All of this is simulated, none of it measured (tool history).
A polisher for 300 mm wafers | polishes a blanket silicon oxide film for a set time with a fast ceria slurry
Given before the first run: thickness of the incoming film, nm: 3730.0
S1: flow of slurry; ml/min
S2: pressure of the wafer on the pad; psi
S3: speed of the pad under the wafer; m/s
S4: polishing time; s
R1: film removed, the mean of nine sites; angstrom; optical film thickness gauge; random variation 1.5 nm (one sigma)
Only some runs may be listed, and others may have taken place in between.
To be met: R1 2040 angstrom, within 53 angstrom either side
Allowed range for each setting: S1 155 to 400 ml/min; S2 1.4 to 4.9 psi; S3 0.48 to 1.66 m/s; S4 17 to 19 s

run,hour,S1,S2,S3,S4,R1
1,0,255,3.1,1.06,19,4163.3
2,0.6,255,3.1,1.18,19,4564.5
3,2.4,255,3.1,1.18,17,4085.2
4,7.2,225,3.1,1.18,17,3984.8
5,16.1,210,2.6,1.16,17,3420.2
6,23.5,210,2.6,1.3,17,3739.1
7,26.4,200,2.3,1.22,17,3194.2
8,30.4,190,2,1.16,17,2683.1
9,34.8,190,2,1.16,17,2729.2
10,38.5,190,2,1.16,17,2701
11,47.2,185,1.8,1.14,17,2411.3

Exactly one of the 5 candidate moves below puts every result within its allowed miss. Which one?
A,55.9,210,1.8,1.24,17,?
B,55.9,160,1.7,0.98,17,?
C,55.9,165,2,1.16,19,?
D,55.9,175,2,1.18,19,?
E,55.9,160,1.6,1.3,19,?

move,R1
A,2606.5
B,2053.1
C,2970.2
D,3020.6
E,2699.2
A: its largest miss is bigger than the last run's
B: all results land within tolerance of their targets
C: its largest miss is bigger than the last run's
D: its largest miss is bigger than the last run's
E: its largest miss is bigger than the last run's
The move that meets every target is B.

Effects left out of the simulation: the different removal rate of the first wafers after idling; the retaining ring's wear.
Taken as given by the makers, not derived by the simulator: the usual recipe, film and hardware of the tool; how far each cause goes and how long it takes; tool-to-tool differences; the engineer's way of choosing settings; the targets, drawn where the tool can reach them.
